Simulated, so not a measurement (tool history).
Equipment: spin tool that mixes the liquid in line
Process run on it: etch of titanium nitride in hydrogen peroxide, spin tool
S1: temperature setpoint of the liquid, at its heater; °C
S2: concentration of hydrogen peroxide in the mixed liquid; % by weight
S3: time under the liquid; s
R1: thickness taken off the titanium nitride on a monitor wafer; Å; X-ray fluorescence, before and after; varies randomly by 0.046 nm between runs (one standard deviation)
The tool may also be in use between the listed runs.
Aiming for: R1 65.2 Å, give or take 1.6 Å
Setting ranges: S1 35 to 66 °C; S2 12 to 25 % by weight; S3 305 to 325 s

| run | day | S1 | S2 | S3 | R1 |
|---|---|---|---|---|---|
| 1 | 0 | 51 | 17 | 305 | 62.756 |
| 2 | 0.054 | 51 | 15 | 305 | 60.85 |
| 3 | 0.158 | 45 | 15 | 305 | 38.883 |
| 4 | 0.308 | 46.5 | 15 | 305 | 43.508 |
| 5 | 0.5 | 48 | 15 | 305 | 48.959 |
| 6 | 0.792 | 48 | 18 | 305 | 50.985 |
| 7 | 1.05 | 48 | 18 | 305 | 50.839 |
| 8 | 1.288 | 48 | 18 | 305 | 50.81 |
| 9 | 1.479 | 49 | 18 | 305 | 54.945 |
| 10 | 1.775 | 49.5 | 18 | 305 | 56.708 |
| 11 | 1.821 | 50 | 18 | 305 | 59.401 |
| 12 | 1.9 | 50.5 | 18 | 305 | 61.924 |

Of the 4 settings listed for the next run, only one would bring every result within its allowed miss of target. Which one?
| A | 1.979 | 51 | 19 | 325 | ? |
| B | 1.979 | 51.5 | 17.5 | 305 | ? |
| C | 1.979 | 49 | 21.5 | 325 | ? |
| D | 1.979 | 51 | 20 | 320 | ? |

| move | R1 |
|---|---|
| A | 68.481 |
| B | 65.513 |
| C | 60.644 |
| D | 68.171 |
A: pushes the last run's worst result past its target
B: all results in spec
C: the biggest miss grows against the last run
D: pushes the last run's worst result past its target
B is the move that brings every result within its allowed miss.
